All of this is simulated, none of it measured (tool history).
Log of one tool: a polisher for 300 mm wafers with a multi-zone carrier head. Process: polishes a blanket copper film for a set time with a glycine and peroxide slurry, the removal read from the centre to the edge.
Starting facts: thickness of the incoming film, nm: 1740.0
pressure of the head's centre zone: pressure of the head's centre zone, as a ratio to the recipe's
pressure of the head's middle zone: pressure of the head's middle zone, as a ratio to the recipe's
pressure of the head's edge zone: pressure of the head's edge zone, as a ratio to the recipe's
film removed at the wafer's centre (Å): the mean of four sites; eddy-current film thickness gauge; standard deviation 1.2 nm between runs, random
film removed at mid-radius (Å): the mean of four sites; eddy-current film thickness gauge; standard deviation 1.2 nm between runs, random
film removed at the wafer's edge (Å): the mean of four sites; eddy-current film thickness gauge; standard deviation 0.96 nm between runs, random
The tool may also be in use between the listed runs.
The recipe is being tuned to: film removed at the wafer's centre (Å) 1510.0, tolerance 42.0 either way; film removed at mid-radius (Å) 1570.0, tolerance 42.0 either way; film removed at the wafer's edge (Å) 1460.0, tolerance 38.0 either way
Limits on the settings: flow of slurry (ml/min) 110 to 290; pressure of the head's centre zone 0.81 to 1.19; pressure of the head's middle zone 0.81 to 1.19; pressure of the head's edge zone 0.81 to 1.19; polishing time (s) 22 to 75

run,day,flow of slurry (ml/min),pressure of the head's centre zone,pressure of the head's middle zone,pressure of the head's edge zone,polishing time (s),film removed at the wafer's centre (Å),film removed at mid-radius (Å),film removed at the wafer's edge (Å)
1,0.000,185,1.00,1.00,1.00,48,2422.8,2344.9,2383.0
2,0.375,185,1.00,1.00,1.00,39,1976.9,1928.6,1934.5
3,0.725,185,1.00,1.00,1.03,39,1958.6,1942.3,1945.8
4,1.033,185,0.99,1.01,0.99,36,1783.3,1770.8,1772.9
5,1.254,185,0.99,0.97,0.99,36,1812.3,1752.3,1777.5
6,1.588,185,0.99,0.97,1.05,36,1808.1,1727.0,1805.6
7,1.612,185,0.99,0.97,1.05,36,1767.7,1698.5,1815.6
8,1.758,175,0.97,0.97,0.99,35,1732.5,1670.6,1711.5
9,2.071,165,0.94,0.98,0.95,34,1609.9,1639.2,1647.0
10,2.192,160,0.94,0.99,0.91,33,1554.3,1555.5,1598.6
11,2.475,175,0.95,1.01,0.89,32,1559.5,1568.5,1528.7
12,2.717,175,0.94,1.02,0.87,32,1551.2,1605.4,1519.5

Pick the move, out of 4, that brings all results within their allowed miss; only one does.
A,2.958,175,0.91,1.00,0.89,32,?,?,?
B,2.958,275,1.04,1.01,0.82,30,?,?,?
C,2.958,160,1.00,0.98,0.84,33,?,?,?
D,2.958,195,0.93,1.03,0.81,31,?,?,?

move,film removed at the wafer's centre (Å),film removed at mid-radius (Å),film removed at the wafer's edge (Å)
A,1489.0,1536.1,1518.0
B,1604.5,1521.9,1445.9
C,1611.6,1540.8,1532.7
D,1483.1,1544.2,1451.2
A: as far off as the last run
B: brings the last run's worst result on target, with another outside its allowed miss
C: lands further from the targets than the last run did
D: each result inside its tolerance
Answer: D
